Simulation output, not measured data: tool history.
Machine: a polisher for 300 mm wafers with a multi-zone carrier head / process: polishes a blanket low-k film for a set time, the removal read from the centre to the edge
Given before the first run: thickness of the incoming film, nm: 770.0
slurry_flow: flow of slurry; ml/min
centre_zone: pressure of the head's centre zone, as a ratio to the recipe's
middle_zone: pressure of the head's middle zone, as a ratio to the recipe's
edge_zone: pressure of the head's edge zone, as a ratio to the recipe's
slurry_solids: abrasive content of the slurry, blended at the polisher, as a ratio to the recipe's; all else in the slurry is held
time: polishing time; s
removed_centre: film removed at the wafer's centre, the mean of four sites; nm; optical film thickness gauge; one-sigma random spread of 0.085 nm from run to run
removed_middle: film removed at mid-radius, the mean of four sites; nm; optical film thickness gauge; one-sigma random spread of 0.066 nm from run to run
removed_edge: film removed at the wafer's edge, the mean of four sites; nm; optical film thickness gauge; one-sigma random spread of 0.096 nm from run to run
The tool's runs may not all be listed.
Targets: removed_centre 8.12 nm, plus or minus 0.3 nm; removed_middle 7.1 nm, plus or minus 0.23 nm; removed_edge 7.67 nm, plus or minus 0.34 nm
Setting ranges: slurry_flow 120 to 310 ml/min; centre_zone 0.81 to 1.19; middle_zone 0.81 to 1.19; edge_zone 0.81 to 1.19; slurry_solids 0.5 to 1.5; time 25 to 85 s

run 1 hour=0 | slurry_flow=200 centre_zone=1 middle_zone=1 edge_zone=1 slurry_solids=1 time=55 | removed_centre=13.945 removed_middle=13.848 removed_edge=14.378
run 2 hour=4.2 | slurry_flow=200 centre_zone=1 middle_zone=1 edge_zone=1 slurry_solids=0.85 time=55 | removed_centre=13.326 removed_middle=13.153 removed_edge=13.87
run 3 hour=4.9 | slurry_flow=200 centre_zone=1 middle_zone=1 edge_zone=1 slurry_solids=0.65 time=55 | removed_centre=12.176 removed_middle=12.182 removed_edge=12.598
run 4 hour=13.3 | slurry_flow=195 centre_zone=1 middle_zone=0.98 edge_zone=0.98 slurry_solids=0.6 time=51 | removed_centre=11.064 removed_middle=10.843 removed_edge=11.41
run 5 hour=16.8 | slurry_flow=195 centre_zone=1.01 middle_zone=0.97 edge_zone=0.96 slurry_solids=0.6 time=48 | removed_centre=10.312 removed_middle=10.283 removed_edge=10.369
run 6 hour=21 | slurry_flow=195 centre_zone=1.01 middle_zone=0.97 edge_zone=0.96 slurry_solids=0.75 time=48 | removed_centre=11.397 removed_middle=10.82 removed_edge=11.41
run 7 hour=27.6 | slurry_flow=170 centre_zone=1.04 middle_zone=0.87 edge_zone=0.86 slurry_solids=0.5 time=36 | removed_centre=7.4415 removed_middle=6.6815 removed_edge=7.0875
run 8 hour=29.2 | slurry_flow=180 centre_zone=1.04 middle_zone=0.87 edge_zone=0.87 slurry_solids=0.5 time=36 | removed_centre=7.58 removed_middle=6.5855 removed_edge=7.1548
run 9 hour=35.1 | slurry_flow=185 centre_zone=1.04 middle_zone=0.88 edge_zone=0.88 slurry_solids=0.5 time=36 | removed_centre=7.4985 removed_middle=6.6947 removed_edge=7.1705
run 10 hour=41.3 | slurry_flow=185 centre_zone=1.05 middle_zone=0.89 edge_zone=0.89 slurry_solids=0.5 time=36 | removed_centre=7.7418 removed_middle=6.7912 removed_edge=7.2777
run 11 hour=49.4 | slurry_flow=190 centre_zone=1.05 middle_zone=0.9 edge_zone=0.9 slurry_solids=0.5 time=36 | removed_centre=7.7751 removed_middle=6.85 removed_edge=7.4718
run 12 hour=51 | slurry_flow=195 centre_zone=1.05 middle_zone=0.91 edge_zone=0.9 slurry_solids=0.5 time=36 | removed_centre=7.6885 removed_middle=6.9307 removed_edge=7.4438

Exactly one of the 5 candidate moves below puts every result within its allowed miss. Which one?
run A hour=52.6 | slurry_flow=120 centre_zone=1.07 middle_zone=1.16 edge_zone=0.81 slurry_solids=0.6 time=36 | removed_centre=? removed_middle=? removed_edge=?
run B hour=52.6 | slurry_flow=310 centre_zone=1.08 middle_zone=0.93 edge_zone=0.99 slurry_solids=0.5 time=34 | removed_centre=? removed_middle=? removed_edge=?
run C hour=52.6 | slurry_flow=190 centre_zone=1.06 middle_zone=0.98 edge_zone=0.9 slurry_solids=0.5 time=35 | removed_centre=? removed_middle=? removed_edge=?
run D hour=52.6 | slurry_flow=120 centre_zone=1.06 middle_zone=1.09 edge_zone=0.82 slurry_solids=0.5 time=39 | removed_centre=? removed_middle=? removed_edge=?
run E hour=52.6 | slurry_flow=145 centre_zone=1.08 middle_zone=0.98 edge_zone=0.9 slurry_solids=0.75 time=35 | removed_centre=? removed_middle=? removed_edge=?

move=A removed_centre=7.3179 removed_middle=7.751 removed_edge=6.6566
move=B removed_centre=7.9891 removed_middle=7.0257 removed_edge=7.4256
move=C removed_centre=7.5297 removed_middle=7.0401 removed_edge=6.9625
move=D removed_centre=7.4628 removed_middle=7.6247 removed_edge=6.8953
move=E removed_centre=8.1016 removed_middle=7.487 removed_edge=7.5156
A: its largest miss is bigger than the last run's
B: all results in spec
C: its largest miss is bigger than the last run's
D: its largest miss is bigger than the last run's
E: brings the last run's worst result on target, with another outside its allowed miss
B meets every target.

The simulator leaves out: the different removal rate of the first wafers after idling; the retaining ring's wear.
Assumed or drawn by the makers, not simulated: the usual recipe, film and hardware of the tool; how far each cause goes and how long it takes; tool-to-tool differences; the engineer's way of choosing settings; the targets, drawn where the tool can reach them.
